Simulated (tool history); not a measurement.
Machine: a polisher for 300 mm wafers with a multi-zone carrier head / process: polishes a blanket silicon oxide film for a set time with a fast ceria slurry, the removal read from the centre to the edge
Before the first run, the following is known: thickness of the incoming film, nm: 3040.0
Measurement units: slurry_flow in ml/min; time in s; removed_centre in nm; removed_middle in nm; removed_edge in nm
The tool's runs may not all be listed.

{"run": 1, "day": 0.0, "slurry_flow": 255, "centre_zone": 1, "middle_zone": 1, "edge_zone": 1, "time": 34, "removed_centre": 511.3, "removed_middle": 521.56, "removed_edge": 526.27}
{"run": 2, "day": 0.125, "slurry_flow": 210, "centre_zone": 1, "middle_zone": 1, "edge_zone": 1, "time": 34, "removed_centre": 512.44, "removed_middle": 519.13, "removed_edge": 517.56}
{"run": 3, "day": 0.167, "slurry_flow": 210, "centre_zone": 1, "middle_zone": 1, "edge_zone": 0.92, "time": 34, "removed_centre": 499.41, "removed_middle": 518.25, "removed_edge": 489.87}
{"run": 4, "day": 0.529, "slurry_flow": 210, "centre_zone": 0.97, "middle_zone": 1, "edge_zone": 0.92, "time": 34, "removed_centre": 489.35, "removed_middle": 518.6, "removed_edge": 493.47}
{"run": 5, "day": 0.583, "slurry_flow": 205, "centre_zone": 0.94, "middle_zone": 1, "edge_zone": 0.89, "time": 30, "removed_centre": 423.93, "removed_middle": 448.86, "removed_edge": 427.56}
{"run": 6, "day": 0.621, "slurry_flow": 205, "centre_zone": 0.88, "middle_zone": 1, "edge_zone": 0.89, "time": 30, "removed_centre": 400.53, "removed_middle": 453.27, "removed_edge": 428.08}
{"run": 7, "day": 0.788, "slurry_flow": 200, "centre_zone": 0.86, "middle_zone": 1.01, "edge_zone": 0.88, "time": 27, "removed_centre": 352.33, "removed_middle": 409.87, "removed_edge": 381.36}
{"run": 8, "day": 1.158, "slurry_flow": 195, "centre_zone": 0.85, "middle_zone": 1.01, "edge_zone": 0.86, "time": 25, "removed_centre": 317.53, "removed_middle": 378.52, "removed_edge": 348.12}
{"run": 9, "day": 1.525, "slurry_flow": 190, "centre_zone": 0.85, "middle_zone": 1.01, "edge_zone": 0.85, "time": 24, "removed_centre": 289.41, "removed_middle": 363.46, "removed_edge": 334.28}
{"run": 10, "day": 1.862, "slurry_flow": 195, "centre_zone": 0.88, "middle_zone": 1.01, "edge_zone": 0.84, "time": 23, "removed_centre": 300.33, "removed_middle": 351.44, "removed_edge": 317.27}
{"run": 11, "day": 2.054, "slurry_flow": 190, "centre_zone": 0.87, "middle_zone": 1.01, "edge_zone": 0.83, "time": 22, "removed_centre": 277.34, "removed_middle": 330.2, "removed_edge": 301.39}
{"run": 12, "day": 2.183, "slurry_flow": 190, "centre_zone": 0.87, "middle_zone": 1.01, "edge_zone": 0.83, "time": 22, "removed_centre": 280.12, "removed_middle": 330.44, "removed_edge": 300.18}

The next listed run, before its measurement:
{"run": 13, "day": 2.446, "slurry_flow": 185, "centre_zone": 0.87, "middle_zone": 1.01, "edge_zone": 0.82, "time": 22, "removed_centre": "?", "removed_middle": "?", "removed_edge": "?"}

{"run 13": {"removed_centre": 275.43, "removed_middle": 336.5, "removed_edge": 299.63}}

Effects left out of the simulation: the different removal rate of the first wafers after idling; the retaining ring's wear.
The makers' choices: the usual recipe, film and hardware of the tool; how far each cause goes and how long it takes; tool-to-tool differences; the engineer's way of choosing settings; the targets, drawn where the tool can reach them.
